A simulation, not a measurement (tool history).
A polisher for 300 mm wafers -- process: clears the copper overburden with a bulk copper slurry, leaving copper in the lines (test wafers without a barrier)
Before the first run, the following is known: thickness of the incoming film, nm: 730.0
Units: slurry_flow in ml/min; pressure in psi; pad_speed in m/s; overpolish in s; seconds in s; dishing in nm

run	hour	slurry_flow	pressure	pad_speed	slurry_solids	overpolish	seconds	dishing
1	0.0	155	2.3	0.90	1.00	10	98.051	38.697
2	9.1	155	2.4	0.90	1.00	11	95.614	42.295
3	13.5	155	2.4	0.90	1.00	8	94.164	33.918
4	19.0	155	2.4	0.90	1.00	5	91.411	22.934
5	22.7	155	2.4	0.90	1.15	5	93.080	23.797
6	31.1	155	2.4	0.90	0.95	5	93.052	23.003
7	32.9	155	2.5	0.90	0.95	6	92.407	27.728
8	36.3	150	2.7	0.88	0.95	7	86.140	32.752
9	38.7	150	2.8	0.86	0.95	8	86.080	36.668
10	45.6	150	2.9	0.86	0.95	9	83.595	41.253
11	49.5	150	3.0	0.86	0.95	10	77.775	46.059

What will run 12 give?
12	55.8	145	3.0	0.86	0.95	10	?	?

{"run 12": {"seconds": 80.502, "dishing": 45.033}}

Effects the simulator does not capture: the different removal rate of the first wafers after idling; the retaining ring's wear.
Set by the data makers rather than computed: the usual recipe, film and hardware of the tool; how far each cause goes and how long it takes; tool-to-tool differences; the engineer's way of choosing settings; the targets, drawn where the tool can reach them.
